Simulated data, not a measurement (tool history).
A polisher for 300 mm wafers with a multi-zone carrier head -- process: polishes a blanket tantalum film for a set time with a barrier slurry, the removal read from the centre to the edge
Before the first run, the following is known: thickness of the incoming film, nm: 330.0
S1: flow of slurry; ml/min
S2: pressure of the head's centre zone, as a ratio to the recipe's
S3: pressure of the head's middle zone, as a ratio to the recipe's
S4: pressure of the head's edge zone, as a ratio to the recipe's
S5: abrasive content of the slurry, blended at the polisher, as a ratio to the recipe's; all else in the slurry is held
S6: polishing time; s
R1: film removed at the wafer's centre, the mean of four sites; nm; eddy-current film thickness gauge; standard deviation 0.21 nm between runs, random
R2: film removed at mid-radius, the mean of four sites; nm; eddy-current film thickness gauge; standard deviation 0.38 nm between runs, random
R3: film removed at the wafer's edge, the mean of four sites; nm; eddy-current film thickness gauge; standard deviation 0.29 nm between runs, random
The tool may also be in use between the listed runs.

Run 1, day 0: S1 315 ml/min, S2 1, S3 1, S4 1, S5 1, S6 32 s. Result: R1 34.914 nm, R2 35.042 nm, R3 34.784 nm.
Run 2, day 0.158: S1 300 ml/min, S2 0.95, S3 1.02, S4 1.02, S5 0.95, S6 32 s. Result: R1 31.707 nm, R2 35.56 nm, R3 34.885 nm.
Run 3, day 0.225: S1 300 ml/min, S2 0.95, S3 1.02, S4 1.06, S5 0.95, S6 32 s. Result: R1 32.362 nm, R2 35.379 nm, R3 35.957 nm.
Run 4, day 0.567: S1 300 ml/min, S2 1, S3 1.02, S4 1.06, S5 0.95, S6 32 s. Result: R1 33.412 nm, R2 35.362 nm, R3 35.425 nm.
Run 5, day 0.712: S1 290 ml/min, S2 0.96, S3 1.03, S4 1.05, S5 0.9, S6 32 s. Result: R1 32.323 nm, R2 35.132 nm, R3 34.486 nm.
Run 6, day 0.912: S1 290 ml/min, S2 0.92, S3 1.04, S4 1.07, S5 0.85, S6 31 s. Result: R1 28.995 nm, R2 33.371 nm, R3 33.146 nm.
Run 7, day 0.962: S1 285 ml/min, S2 0.89, S3 1.05, S4 1.07, S5 0.85, S6 31 s. Result: R1 27.804 nm, R2 33.905 nm, R3 33.56 nm.
Run 8, day 1.338: S1 285 ml/min, S2 0.89, S3 1.05, S4 1.07, S5 0.85, S6 31 s. Result: R1 28.005 nm, R2 34.105 nm, R3 32.92 nm.
Run 9, day 1.546: S1 280 ml/min, S2 0.87, S3 1.05, S4 1.07, S5 0.85, S6 31 s. Result: R1 27.333 nm, R2 34.146 nm, R3 32.506 nm.

Run 10 is up next; what results do you expect?
Run 10, day 1.838: S1 275 ml/min, S2 0.85, S3 1.05, S4 1.08, S5 0.85, S6 31 s. Result: R1 ?, R2 ?, R3 ?.

R1: 26.808 nm
R2: 33.425 nm
R3: 32.893 nm

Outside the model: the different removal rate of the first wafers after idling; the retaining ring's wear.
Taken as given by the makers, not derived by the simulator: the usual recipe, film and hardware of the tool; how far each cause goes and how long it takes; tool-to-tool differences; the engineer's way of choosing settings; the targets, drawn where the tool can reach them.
